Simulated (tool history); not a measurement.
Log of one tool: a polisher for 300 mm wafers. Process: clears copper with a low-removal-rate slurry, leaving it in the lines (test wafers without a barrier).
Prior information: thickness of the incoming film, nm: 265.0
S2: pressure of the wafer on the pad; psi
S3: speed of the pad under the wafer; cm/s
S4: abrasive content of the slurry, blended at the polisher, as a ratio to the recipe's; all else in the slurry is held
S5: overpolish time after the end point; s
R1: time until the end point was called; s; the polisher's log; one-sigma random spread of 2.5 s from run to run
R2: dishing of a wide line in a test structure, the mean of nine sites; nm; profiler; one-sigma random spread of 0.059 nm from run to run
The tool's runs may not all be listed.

run 1 hour=0 | flow_of_slurry_(ml/min)=265 S2=2.2 S3=98 S4=1 S5=12 | R1=147.15 R2=16.191
run 2 hour=7.9 | flow_of_slurry_(ml/min)=265 S2=2.2 S3=98 S4=0.85 S5=12 | R1=152.22 R2=15.296
run 3 hour=15.5 | flow_of_slurry_(ml/min)=265 S2=2.2 S3=98 S4=0.8 S5=11 | R1=159.64 R2=13.732
run 4 hour=24 | flow_of_slurry_(ml/min)=265 S2=2.2 S3=106 S4=0.8 S5=11 | R1=142.41 R2=14.548
run 5 hour=29.5 | flow_of_slurry_(ml/min)=215 S2=2.2 S3=106 S4=0.8 S5=11 | R1=153.28 R2=14.381
run 6 hour=37.2 | flow_of_slurry_(ml/min)=215 S2=2.2 S3=88 S4=0.8 S5=11 | R1=175.71 R2=12.17
run 7 hour=42.4 | flow_of_slurry_(ml/min)=240 S2=2.3 S3=84 S4=0.75 S5=10 | R1=178.83 R2=11.072

What does the tool deliver on the next run?
run 8 hour=47.5 | flow_of_slurry_(ml/min)=260 S2=2.3 S3=84 S4=0.7 S5=9 | R1=? R2=?

{"run 8": {"R1": 181.23, "R2": 9.9203}}

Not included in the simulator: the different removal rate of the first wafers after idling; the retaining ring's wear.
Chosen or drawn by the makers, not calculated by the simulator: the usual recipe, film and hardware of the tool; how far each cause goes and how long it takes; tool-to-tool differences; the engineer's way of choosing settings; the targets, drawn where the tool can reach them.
